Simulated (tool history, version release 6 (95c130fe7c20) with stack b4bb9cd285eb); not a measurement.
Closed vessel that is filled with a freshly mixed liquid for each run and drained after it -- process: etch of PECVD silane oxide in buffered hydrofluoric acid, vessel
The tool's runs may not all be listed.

run  hour  temperature setpoint of the liquid (°C)  parts of 40 % ammonium fluoride to one part of 49 % hydrofluoric acid (parts by volume)  time in the liquid (s)  thickness taken off the PECVD silane oxide on a monitor wafer (nm)
  1   0.0                                     24.0                                                                                     20.5                      30                                                              37.365
  2   3.8                                     24.0                                                                                     20.5                      30                                                              37.449
  3   6.4                                     24.0                                                                                     24.0                      30                                                              33.385
  4   8.8                                     24.0                                                                                     19.5                      30                                                              39.520
  5  12.3                                     24.0                                                                                     23.0                      30                                                              35.084
  6  21.3                                     24.5                                                                                     23.0                      30                                                              35.673

Run 7 comes next. What will it give?
  7  22.3                                     25.0                                                                                     23.0                      30                                                                   ?

thickness taken off the PECVD silane oxide on a monitor wafer (nm): 36.717
